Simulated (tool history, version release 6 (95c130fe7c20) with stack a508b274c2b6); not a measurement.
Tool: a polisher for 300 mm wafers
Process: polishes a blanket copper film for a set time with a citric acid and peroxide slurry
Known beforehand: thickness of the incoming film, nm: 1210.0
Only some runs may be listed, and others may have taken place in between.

run	hour	flow of slurry (ml/min)	pressure of the wafer on the pad (kPa)	speed of the pad under the wafer (cm/s)	abrasive content of the slurry	polishing time (s)	film removed (Å)
1	0.0	245	23.4	122	1.00	81	2342.8
2	0.7	245	20.0	120	1.00	81	2020.6
3	4.5	245	25.5	120	1.00	81	2480.0
4	11.2	245	25.5	136	1.00	81	2721.2
5	12.7	245	25.5	136	1.15	81	2782.8
6	21.0	240	20.7	126	1.15	81	2309.8
7	27.5	240	17.9	114	1.15	81	1860.2
8	34.6	240	15.9	110	1.15	81	1669.4

Run 9 has not been measured yet. What should we expect?
9	40.4	240	14.5	108	1.15	81	?

Run 9 produced film removed (Å) 1531.4.
